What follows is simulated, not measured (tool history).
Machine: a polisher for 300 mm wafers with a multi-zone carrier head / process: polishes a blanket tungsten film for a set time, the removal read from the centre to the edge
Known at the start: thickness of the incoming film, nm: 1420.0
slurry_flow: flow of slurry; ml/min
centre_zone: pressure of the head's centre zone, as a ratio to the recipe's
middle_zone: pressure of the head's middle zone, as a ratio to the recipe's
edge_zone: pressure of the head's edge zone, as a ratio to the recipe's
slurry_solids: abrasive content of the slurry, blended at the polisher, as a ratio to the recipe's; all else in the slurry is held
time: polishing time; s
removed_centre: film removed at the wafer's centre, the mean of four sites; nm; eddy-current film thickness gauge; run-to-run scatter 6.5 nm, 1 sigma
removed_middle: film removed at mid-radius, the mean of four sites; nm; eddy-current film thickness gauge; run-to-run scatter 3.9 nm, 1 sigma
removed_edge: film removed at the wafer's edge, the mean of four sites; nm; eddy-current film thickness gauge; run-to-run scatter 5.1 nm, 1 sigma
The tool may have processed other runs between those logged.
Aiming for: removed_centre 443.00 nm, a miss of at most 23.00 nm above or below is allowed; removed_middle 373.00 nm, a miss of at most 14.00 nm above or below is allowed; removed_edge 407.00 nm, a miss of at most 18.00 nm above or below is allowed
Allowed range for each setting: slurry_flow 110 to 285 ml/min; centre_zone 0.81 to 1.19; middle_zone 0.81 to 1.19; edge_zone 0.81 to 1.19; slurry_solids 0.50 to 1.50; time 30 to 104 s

run  hour  slurry_flow  centre_zone  middle_zone  edge_zone  slurry_solids  time  removed_centre  removed_middle  removed_edge
  1   0.0          180         1.00         1.00       1.00           1.00    67          435.25          447.65        434.25
  2   4.2          215         1.00         1.00       1.00           1.00    67          446.25          453.73        452.73
  3   8.8          180         1.00         1.00       1.00           1.00    67          437.50          440.01        431.87
  4  13.1          160         1.00         1.00       1.00           1.00    67          432.24          429.72        429.51
  5  21.6          160         0.92         1.00       1.00           1.00    67          385.21          435.24        424.76
  6  30.5          160         0.89         1.00       1.00           1.00    67          387.72          434.29        433.51
  7  36.9          155         0.93         0.96       0.99           1.00    67          395.47          416.24        433.38
  8  42.6          150         0.97         0.95       0.98           0.95    67          399.29          403.18        405.48
  9  43.1          150         1.00         0.93       0.99           0.95    67          407.60          408.59        417.00

Consider the 5 candidate settings below. Which is the only one whose results all fall within their allowed miss of target?
  A  43.6          170         1.04         1.01       0.90           1.30    62               ?               ?             ?
  B  43.6          205         1.01         1.10       1.01           1.05    63               ?               ?             ?
  C  43.6          130         0.97         0.88       1.05           0.75    74               ?               ?             ?
  D  43.6          160         1.09         1.05       0.82           0.55    80               ?               ?             ?
  E  43.6          140         1.12         0.86       0.98           1.00    65               ?               ?             ?

move  removed_centre  removed_middle  removed_edge
   A          444.94          440.08        408.94
   B          429.80          464.48        415.21
   C          397.59          384.94        423.28
   D          462.97          450.21        396.66
   E          446.37          366.67        399.05
A: further off than the last run
B: further off than the last run
C: puts the biggest miss on target and leaves a different result outside tolerance
D: further off than the last run
E: all results land within tolerance of their targets
Move E is the one to make.

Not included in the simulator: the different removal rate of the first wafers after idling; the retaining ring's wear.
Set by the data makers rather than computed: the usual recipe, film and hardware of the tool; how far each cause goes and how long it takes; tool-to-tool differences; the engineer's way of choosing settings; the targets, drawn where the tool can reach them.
